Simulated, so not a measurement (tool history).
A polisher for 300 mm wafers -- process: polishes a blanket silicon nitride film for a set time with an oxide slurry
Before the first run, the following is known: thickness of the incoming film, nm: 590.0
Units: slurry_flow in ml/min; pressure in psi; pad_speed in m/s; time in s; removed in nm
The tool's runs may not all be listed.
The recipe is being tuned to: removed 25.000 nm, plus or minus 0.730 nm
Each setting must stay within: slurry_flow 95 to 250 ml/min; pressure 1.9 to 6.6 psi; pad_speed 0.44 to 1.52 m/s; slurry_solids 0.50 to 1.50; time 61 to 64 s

run 1 day=0.000 | slurry_flow=160 pressure=4.2 pad_speed=0.98 slurry_solids=1.00 time=61 | removed=43.279
run 2 day=0.175 | slurry_flow=160 pressure=3.6 pad_speed=0.98 slurry_solids=1.00 time=61 | removed=37.327
run 3 day=0.258 | slurry_flow=160 pressure=3.6 pad_speed=1.16 slurry_solids=1.00 time=61 | removed=42.535
run 4 day=0.388 | slurry_flow=160 pressure=3.6 pad_speed=1.16 slurry_solids=1.00 time=61 | removed=42.662
run 5 day=0.450 | slurry_flow=160 pressure=3.6 pad_speed=1.34 slurry_solids=1.00 time=61 | removed=47.806
run 6 day=0.538 | slurry_flow=155 pressure=3.3 pad_speed=1.30 slurry_solids=1.00 time=61 | removed=42.661
run 7 day=0.858 | slurry_flow=150 pressure=3.1 pad_speed=1.28 slurry_solids=1.00 time=61 | removed=39.579
run 8 day=1.121 | slurry_flow=125 pressure=1.9 pad_speed=1.08 slurry_solids=1.00 time=61 | removed=20.757
run 9 day=1.304 | slurry_flow=135 pressure=1.9 pad_speed=1.08 slurry_solids=1.00 time=61 | removed=21.451

Next run, 5 choices. One meets every target within its allowed miss, the rest don't. Which?
run A day=1.488 | slurry_flow=130 pressure=1.9 pad_speed=1.20 slurry_solids=1.05 time=64 | removed=?
run B day=1.488 | slurry_flow=130 pressure=2.4 pad_speed=1.26 slurry_solids=0.85 time=61 | removed=?
run C day=1.488 | slurry_flow=130 pressure=2.1 pad_speed=1.02 slurry_solids=1.05 time=62 | removed=?
run D day=1.488 | slurry_flow=150 pressure=2.4 pad_speed=0.98 slurry_solids=0.65 time=61 | removed=?
run E day=1.488 | slurry_flow=95 pressure=2.3 pad_speed=1.00 slurry_solids=1.05 time=61 | removed=?

move=A removed=24.411
move=B removed=26.844
move=C removed=22.811
move=D removed=18.821
move=E removed=22.610
A: hits every target within its allowed miss
B: takes the biggest miss from the last run beyond its target
C: gains on the last run, yet a result remains outside its allowed miss
D: its largest miss is bigger than the last run's
E: gains on the last run, yet a result remains outside its allowed miss
Go with A: it meets all targets.
